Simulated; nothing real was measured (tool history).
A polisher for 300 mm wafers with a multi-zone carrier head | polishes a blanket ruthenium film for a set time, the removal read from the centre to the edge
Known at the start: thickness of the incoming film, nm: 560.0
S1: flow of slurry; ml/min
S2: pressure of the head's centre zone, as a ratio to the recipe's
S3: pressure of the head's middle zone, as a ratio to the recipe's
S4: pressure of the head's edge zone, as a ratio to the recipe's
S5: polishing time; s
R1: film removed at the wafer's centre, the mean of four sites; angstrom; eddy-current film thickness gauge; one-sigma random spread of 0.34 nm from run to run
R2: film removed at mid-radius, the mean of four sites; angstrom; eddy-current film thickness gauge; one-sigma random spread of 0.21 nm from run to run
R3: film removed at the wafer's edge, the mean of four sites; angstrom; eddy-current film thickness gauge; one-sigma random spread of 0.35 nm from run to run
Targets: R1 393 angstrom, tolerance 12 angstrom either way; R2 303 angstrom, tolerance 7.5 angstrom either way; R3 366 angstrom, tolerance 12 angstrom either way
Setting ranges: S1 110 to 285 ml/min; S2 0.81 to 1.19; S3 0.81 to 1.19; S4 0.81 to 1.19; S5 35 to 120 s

Run 1, hour 0: S1 180 ml/min, S2 1, S3 1, S4 1, S5 77 s. Result: R1 577.86 angstrom, R2 564.91 angstrom, R3 564.14 angstrom.
Run 2, hour 7.4: S1 180 ml/min, S2 1, S3 1, S4 1, S5 92 s. Result: R1 680.82 angstrom, R2 676.19 angstrom, R3 687.12 angstrom.
Run 3, hour 12.2: S1 170 ml/min, S2 1.01, S3 0.96, S4 1.01, S5 83 s. Result: R1 609.31 angstrom, R2 591.54 angstrom, R3 597.47 angstrom.
Run 4, hour 14.2: S1 180 ml/min, S2 1.02, S3 0.93, S4 1.04, S5 74 s. Result: R1 564.5 angstrom, R2 520.88 angstrom, R3 562.47 angstrom.
Run 5, hour 19.6: S1 180 ml/min, S2 1.08, S3 0.93, S4 1.04, S5 74 s. Result: R1 597.08 angstrom, R2 518.84 angstrom, R3 555.68 angstrom.
Run 6, hour 28.3: S1 180 ml/min, S2 1.08, S3 0.93, S4 1.04, S5 63 s. Result: R1 498.71 angstrom, R2 430.49 angstrom, R3 475.13 angstrom.
Run 7, hour 34.8: S1 180 ml/min, S2 1.08, S3 0.93, S4 1.04, S5 63 s. Result: R1 496.54 angstrom, R2 430.79 angstrom, R3 474.5 angstrom.
Run 8, hour 42.4: S1 170 ml/min, S2 1.09, S3 0.91, S4 1.04, S5 60 s. Result: R1 484.01 angstrom, R2 407 angstrom, R3 444.11 angstrom.
Run 9, hour 46.6: S1 175 ml/min, S2 1.09, S3 0.89, S4 1.05, S5 57 s. Result: R1 456.73 angstrom, R2 382.89 angstrom, R3 429.47 angstrom.
Run 10, hour 54.1: S1 170 ml/min, S2 1.1, S3 0.88, S4 1.06, S5 55 s. Result: R1 448.25 angstrom, R2 360.56 angstrom, R3 415.14 angstrom.
Run 11, hour 59.6: S1 160 ml/min, S2 1.09, S3 0.87, S4 1.06, S5 54 s. Result: R1 429.98 angstrom, R2 346.17 angstrom, R3 408.06 angstrom.
Run 12, hour 61.3: S1 150 ml/min, S2 1.09, S3 0.86, S4 1.05, S5 54 s. Result: R1 427.38 angstrom, R2 335.91 angstrom, R3 398.87 angstrom.
Run 13, hour 64.5: S1 145 ml/min, S2 1.08, S3 0.86, S4 1.04, S5 54 s. Result: R1 420.08 angstrom, R2 335 angstrom, R3 399.78 angstrom.
Run 14, hour 65.4: S1 145 ml/min, S2 1.08, S3 0.86, S4 1.04, S5 54 s. Result: R1 411.74 angstrom, R2 336.99 angstrom, R3 391.63 angstrom.
Run 15, hour 66.6: S1 140 ml/min, S2 1.08, S3 0.85, S4 1.04, S5 54 s. Result: R1 417.62 angstrom, R2 329.93 angstrom, R3 393.17 angstrom.
Run 16, hour 72.4: S1 135 ml/min, S2 1.08, S3 0.84, S4 1.03, S5 54 s. Result: R1 407.6 angstrom, R2 327.3 angstrom, R3 388.9 angstrom.
Run 17, hour 77.3: S1 130 ml/min, S2 1.08, S3 0.83, S4 1.03, S5 54 s. Result: R1 402.42 angstrom, R2 318.11 angstrom, R3 380.43 angstrom.
At hour 82.2: worn pad replaced by a new one.
Run 18, hour 82.2: S1 125 ml/min, S2 1.08, S3 0.83, S4 1.03, S5 54 s. Result: R1 420.25 angstrom, R2 339.48 angstrom, R3 411.07 angstrom.
Run 19, hour 89.3: S1 140 ml/min, S2 1.07, S3 0.83, S4 1.04, S5 54 s. Result: R1 434.86 angstrom, R2 347.26 angstrom, R3 417.13 angstrom.
Run 20, hour 97.8: S1 115 ml/min, S2 1.12, S3 0.81, S4 0.97, S5 46 s. Result: R1 362.21 angstrom, R2 273.04 angstrom, R3 336.02 angstrom.
Run 21, hour 103.8: S1 125 ml/min, S2 1.11, S3 0.81, S4 0.98, S5 46 s. Result: R1 369.39 angstrom, R2 278.87 angstrom, R3 343.04 angstrom.
Run 22, hour 110: S1 135 ml/min, S2 1.11, S3 0.81, S4 0.98, S5 46 s. Result: R1 374.04 angstrom, R2 287.5 angstrom, R3 344.25 angstrom.
Run 23, hour 114.2: S1 135 ml/min, S2 1.11, S3 0.81, S4 0.98, S5 46 s. Result: R1 379.25 angstrom, R2 292.09 angstrom, R3 349.37 angstrom.
Run 24, hour 120: S1 140 ml/min, S2 1.11, S3 0.81, S4 0.99, S5 46 s. Result: R1 381.58 angstrom, R2 290.97 angstrom, R3 348.53 angstrom.
Run 25, hour 126.9: S1 145 ml/min, S2 1.11, S3 0.81, S4 1, S5 46 s. Result: R1 385.36 angstrom, R2 293.64 angstrom, R3 348.42 angstrom.

5 candidate next runs follow, results not yet known. Just one meets every target within its allowed miss. Identify it.
Run A, hour 133.8: S1 155 ml/min, S2 1.12, S3 0.82, S4 1, S5 43 s. Result: R1 ?, R2 ?, R3 ?.
Run B, hour 133.8: S1 110 ml/min, S2 1.1, S3 0.82, S4 0.96, S5 51 s. Result: R1 ?, R2 ?, R3 ?.
Run C, hour 133.8: S1 125 ml/min, S2 1.12, S3 0.87, S4 0.99, S5 44 s. Result: R1 ?, R2 ?, R3 ?.
Run D, hour 133.8: S1 130 ml/min, S2 1.09, S3 0.83, S4 1, S5 45 s. Result: R1 ?, R2 ?, R3 ?.
Run E, hour 133.8: S1 110 ml/min, S2 1.16, S3 0.81, S4 0.95, S5 48 s. Result: R1 ?, R2 ?, R3 ?.

move      R1      R2      R3
   A  368.87  281.08  334.32
   B  388.02  304.79  366.78
   C  356.12  286.69  328.29
   D  358.53   285.1  339.67
   E  385.23  283.92  343.95
A: moves away from the targets compared with the last run
B: in spec on every target
C: moves away from the targets compared with the last run
D: moves away from the targets compared with the last run
E: moves away from the targets compared with the last run
The move that meets every target is B.
